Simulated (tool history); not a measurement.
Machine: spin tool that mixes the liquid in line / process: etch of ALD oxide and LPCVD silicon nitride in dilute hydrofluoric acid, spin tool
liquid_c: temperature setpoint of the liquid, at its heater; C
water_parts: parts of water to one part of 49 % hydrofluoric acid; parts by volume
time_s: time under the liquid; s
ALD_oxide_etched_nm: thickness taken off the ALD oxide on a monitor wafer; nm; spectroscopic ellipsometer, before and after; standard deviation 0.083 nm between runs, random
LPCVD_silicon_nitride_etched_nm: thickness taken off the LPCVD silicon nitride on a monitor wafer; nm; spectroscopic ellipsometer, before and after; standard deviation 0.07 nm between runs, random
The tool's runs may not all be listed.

run    day  liquid_c  water_parts  time_s  ALD_oxide_etched_nm  LPCVD_silicon_nitride_etched_nm
  1      0        21          125      85               6.2999                          0.24169
  2  0.233        22          110      85               7.5822                          0.27397
  3  0.317        22          110      50               4.4311                           0.1593
  4  0.346      25.5          110      50               5.0825                          0.21632
  5  0.442        26           95      60               7.3796                          0.33653
  6    0.6      22.5           95      60               6.3866                          0.29129
  7  0.858        23           85      65               8.0178                          0.31762
  8  1.071        23           85      65               8.0546                          0.29057
  9  1.188        24           75      65               9.5229                          0.37533
 10  1.208      24.5           70      65               10.542                          0.34555
 11  1.467        25           65      65               11.694                          0.47983
 12  1.692      25.5           60      65               12.926                           0.5713
 13  2.021      25.5           55      65                14.29                          0.59762
 14  2.196      25.5           55      65               14.223                          0.54397
 15  2.542      25.5           55      65               14.261                          0.52146
 16  2.871        26           50      65               16.153                          0.62263
 17  2.929      26.5           45      65               18.433                          0.73325
 18  3.183      28.5           30      65                30.69                           1.0966
 19  3.229        28           30      65               29.896                           1.2544
 20  3.596      27.5           30      65               29.498                           1.2752

Run 21 comes next. What will it give?
 21  3.783        27           30      65                    ?                                ?

For run 21 the tool returned ALD_oxide_etched_nm 28.763 nm, LPCVD_silicon_nitride_etched_nm 1.1002 nm.

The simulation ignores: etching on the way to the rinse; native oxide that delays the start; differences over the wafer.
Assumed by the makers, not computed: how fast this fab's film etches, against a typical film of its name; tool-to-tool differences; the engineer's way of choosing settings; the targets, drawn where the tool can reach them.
